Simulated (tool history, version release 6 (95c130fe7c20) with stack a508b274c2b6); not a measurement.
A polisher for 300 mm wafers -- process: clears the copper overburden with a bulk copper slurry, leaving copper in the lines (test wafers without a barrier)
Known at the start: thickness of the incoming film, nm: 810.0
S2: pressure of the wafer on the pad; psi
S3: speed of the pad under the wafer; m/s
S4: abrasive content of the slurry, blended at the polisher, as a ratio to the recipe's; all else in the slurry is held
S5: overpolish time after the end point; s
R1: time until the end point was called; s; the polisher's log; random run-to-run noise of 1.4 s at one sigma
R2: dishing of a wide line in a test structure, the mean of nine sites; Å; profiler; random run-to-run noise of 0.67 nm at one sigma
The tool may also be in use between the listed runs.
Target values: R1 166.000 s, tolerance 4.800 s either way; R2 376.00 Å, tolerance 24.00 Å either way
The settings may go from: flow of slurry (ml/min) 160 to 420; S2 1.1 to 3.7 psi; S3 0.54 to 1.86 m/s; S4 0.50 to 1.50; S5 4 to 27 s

{"run": 1, "hour": 0.0, "flow of slurry (ml/min)": 270, "S2": 2.4, "S3": 1.18, "S4": 1.0, "S5": 14, "R1": 72.122, "R2": 560.98}
{"run": 2, "hour": 0.9, "flow of slurry (ml/min)": 270, "S2": 2.2, "S3": 1.18, "S4": 1.0, "S5": 14, "R1": 78.108, "R2": 529.76}
{"run": 3, "hour": 9.4, "flow of slurry (ml/min)": 270, "S2": 2.2, "S3": 1.18, "S4": 0.9, "S5": 14, "R1": 81.46, "R2": 528.88}
{"run": 4, "hour": 14.4, "flow of slurry (ml/min)": 270, "S2": 2.1, "S3": 1.14, "S4": 0.9, "S5": 14, "R1": 87.312, "R2": 503.64}
{"run": 5, "hour": 15.1, "flow of slurry (ml/min)": 270, "S2": 2.1, "S3": 1.14, "S4": 0.7, "S5": 14, "R1": 91.278, "R2": 510.09}
{"hour": 22.1, "done": "slurry nozzle cleaned"}
{"run": 6, "hour": 22.1, "flow of slurry (ml/min)": 270, "S2": 2.3, "S3": 1.14, "S4": 0.7, "S5": 14, "R1": 82.182, "R2": 530.08}
{"run": 7, "hour": 24.5, "flow of slurry (ml/min)": 260, "S2": 1.7, "S3": 0.96, "S4": 0.7, "S5": 8, "R1": 127.38, "R2": 312.73}
{"run": 8, "hour": 28.4, "flow of slurry (ml/min)": 260, "S2": 1.6, "S3": 0.96, "S4": 0.7, "S5": 9, "R1": 131.88, "R2": 320.08}
{"run": 9, "hour": 29.2, "flow of slurry (ml/min)": 260, "S2": 1.5, "S3": 0.96, "S4": 0.7, "S5": 10, "R1": 139.95, "R2": 338.3}
{"run": 10, "hour": 31.2, "flow of slurry (ml/min)": 255, "S2": 1.3, "S3": 0.96, "S4": 0.7, "S5": 12, "R1": 154.53, "R2": 336.24}

Which of these 4 next moves meets every target?
{"run": "A", "hour": 33.2, "flow of slurry (ml/min)": 255, "S2": 1.1, "S3": 1.0, "S4": 0.7, "S5": 12, "R1": "?", "R2": "?"}
{"run": "B", "hour": 33.2, "flow of slurry (ml/min)": 265, "S2": 1.1, "S3": 1.18, "S4": 0.8, "S5": 9, "R1": "?", "R2": "?"}
{"run": "C", "hour": 33.2, "flow of slurry (ml/min)": 330, "S2": 1.3, "S3": 0.8, "S4": 0.85, "S5": 10, "R1": "?", "R2": "?"}
{"run": "D", "hour": 33.2, "flow of slurry (ml/min)": 255, "S2": 1.1, "S3": 1.04, "S4": 0.7, "S5": 15, "R1": "?", "R2": "?"}

move=A R1=170.490 R2=327.94
move=B R1=139.380 R2=310.89
move=C R1=171.890 R2=293.72
move=D R1=164.150 R2=379.66
A: the furthest-off result lands on target, but another misses its tolerance
B: moves away from the targets compared with the last run
C: pushes the last run's worst result past its target
D: every result within its allowed miss
Move D is the one to make.

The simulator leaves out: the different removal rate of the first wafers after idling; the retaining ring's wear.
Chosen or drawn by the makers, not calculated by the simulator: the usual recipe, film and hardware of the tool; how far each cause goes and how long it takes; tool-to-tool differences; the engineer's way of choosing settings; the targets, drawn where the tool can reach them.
